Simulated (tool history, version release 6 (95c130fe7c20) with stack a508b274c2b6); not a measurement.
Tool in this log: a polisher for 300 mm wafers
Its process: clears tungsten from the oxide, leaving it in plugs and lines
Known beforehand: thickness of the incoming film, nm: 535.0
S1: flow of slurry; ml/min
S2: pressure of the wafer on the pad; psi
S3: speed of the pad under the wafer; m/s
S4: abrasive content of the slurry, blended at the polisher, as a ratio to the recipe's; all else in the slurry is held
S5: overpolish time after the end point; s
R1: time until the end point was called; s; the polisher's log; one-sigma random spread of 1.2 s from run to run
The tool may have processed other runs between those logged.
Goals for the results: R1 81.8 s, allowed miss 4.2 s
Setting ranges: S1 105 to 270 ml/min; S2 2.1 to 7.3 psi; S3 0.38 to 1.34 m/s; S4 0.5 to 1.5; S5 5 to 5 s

run 1 hour=0 | S1=175 S2=4.7 S3=0.86 S4=1 S5=5 | R1=136.42
run 2 hour=4.9 | S1=175 S2=5.3 S3=0.88 S4=1 S5=5 | R1=120.68
run 3 hour=7 | S1=175 S2=5.3 S3=0.8 S4=1 S5=5 | R1=131.47
run 4 hour=14.7 | S1=175 S2=5.9 S3=0.82 S4=1 S5=5 | R1=113.56
run 5 hour=22.5 | S1=175 S2=5.9 S3=0.82 S4=1 S5=5 | R1=110.28
run 6 hour=30.9 | S1=175 S2=6.2 S3=0.82 S4=1 S5=5 | R1=105.84
run 7 hour=39.4 | S1=175 S2=6.5 S3=0.82 S4=1 S5=5 | R1=101.19
run 8 hour=41.4 | S1=175 S2=6.7 S3=0.84 S4=1 S5=5 | R1=99.343
-- hour=48.3 slurry nozzle cleaned
run 9 hour=48.3 | S1=175 S2=6.9 S3=0.88 S4=1 S5=5 | R1=87.452

Of the 4 settings listed for the next run, only one would bring every result within its allowed miss of target. Which one?
run A hour=55.2 | S1=160 S2=7.2 S3=0.92 S4=0.95 S5=5 | R1=?
run B hour=55.2 | S1=205 S2=6.2 S3=0.88 S4=1.1 S5=5 | R1=?
run C hour=55.2 | S1=240 S2=6.3 S3=0.8 S4=1 S5=5 | R1=?
run D hour=55.2 | S1=150 S2=6.5 S3=0.86 S4=1.15 S5=5 | R1=?

move=A R1=82.638
move=B R1=92.735
move=C R1=100.29
move=D R1=93.138
A: all results in spec
B: misses by more than the last run did
C: misses by more than the last run did
D: misses by more than the last run did
A meets every target.
